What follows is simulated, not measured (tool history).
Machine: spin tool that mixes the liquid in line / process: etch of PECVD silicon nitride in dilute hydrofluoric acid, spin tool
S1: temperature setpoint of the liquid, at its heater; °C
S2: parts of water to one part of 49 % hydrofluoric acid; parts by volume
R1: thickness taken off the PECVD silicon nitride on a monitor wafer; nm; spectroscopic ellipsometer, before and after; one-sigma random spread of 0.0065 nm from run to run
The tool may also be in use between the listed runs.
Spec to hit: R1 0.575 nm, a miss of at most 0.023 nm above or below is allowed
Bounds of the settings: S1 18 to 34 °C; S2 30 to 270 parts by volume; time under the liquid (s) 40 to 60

{"run": 1, "day": 0.0, "S1": 26, "S2": 150, "time under the liquid (s)": 60, "R1": 1.0426}
{"run": 2, "day": 0.279, "S1": 29.5, "S2": 150, "time under the liquid (s)": 60, "R1": 1.318}
{"run": 3, "day": 0.375, "S1": 29.5, "S2": 95, "time under the liquid (s)": 60, "R1": 2.0486}
{"run": 4, "day": 0.746, "S1": 29.5, "S2": 95, "time under the liquid (s)": 60, "R1": 2.0824}
{"run": 5, "day": 1.017, "S1": 29.5, "S2": 95, "time under the liquid (s)": 40, "R1": 1.3692}
{"run": 6, "day": 1.246, "S1": 26.5, "S2": 105, "time under the liquid (s)": 40, "R1": 1.0236}
{"run": 7, "day": 1.467, "S1": 25, "S2": 105, "time under the liquid (s)": 40, "R1": 0.95051}
{"run": 8, "day": 1.708, "S1": 23.5, "S2": 105, "time under the liquid (s)": 40, "R1": 0.84275}
{"run": 9, "day": 2.0, "S1": 22.5, "S2": 105, "time under the liquid (s)": 40, "R1": 0.79231}
{"run": 10, "day": 2.188, "S1": 21.5, "S2": 105, "time under the liquid (s)": 40, "R1": 0.7437}
{"run": 11, "day": 2.392, "S1": 20.5, "S2": 105, "time under the liquid (s)": 40, "R1": 0.68943}
{"run": 12, "day": 2.571, "S1": 20, "S2": 105, "time under the liquid (s)": 40, "R1": 0.6594}

Of the 4 settings listed for the next run, only one would bring every result within its allowed miss of target. Which one?
{"run": "A", "day": 2.75, "S1": 20, "S2": 125, "time under the liquid (s)": 40, "R1": "?"}
{"run": "B", "day": 2.75, "S1": 18, "S2": 100, "time under the liquid (s)": 40, "R1": "?"}
{"run": "C", "day": 2.75, "S1": 20.5, "S2": 115, "time under the liquid (s)": 40, "R1": "?"}
{"run": "D", "day": 2.75, "S1": 19, "S2": 100, "time under the liquid (s)": 40, "R1": "?"}

move=A R1=0.5591
move=B R1=0.60594
move=C R1=0.62731
move=D R1=0.64917
A: every result within its allowed miss
B: closer than the last run, but not yet in spec
C: closer than the last run, but not yet in spec
D: closer than the last run, but not yet in spec
A meets every target.
